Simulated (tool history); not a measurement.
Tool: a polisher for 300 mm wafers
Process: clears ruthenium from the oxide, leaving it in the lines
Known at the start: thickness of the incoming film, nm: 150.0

| run | hour | flow of slurry (ml/min) | pressure of the wafer on the pad (psi) | speed of the pad under the wafer (cm/s) | overpolish time after the end point (s) | time until the end point was called (s) |
|---|---|---|---|---|---|---|
| 1 | 0.0 | 295 | 1.4 | 122 | 17 | 235.17 |
| 2 | 7.0 | 295 | 1.7 | 122 | 17 | 196.89 |
| 3 | 7.7 | 295 | 1.7 | 104 | 17 | 230.83 |
| 4 | 10.7 | 295 | 1.7 | 122 | 17 | 197.83 |
| 5 | 18.0 | 295 | 2.0 | 122 | 17 | 166.98 |
|  | 23.7 | worn pad replaced by a new one |
| 6 | 23.7 | 295 | 1.8 | 122 | 17 | 168.97 |

Run 7 comes next. What will it give?
| 7 | 27.8 | 295 | 1.7 | 122 | 17 | ? |

time until the end point was called (s): 179.21
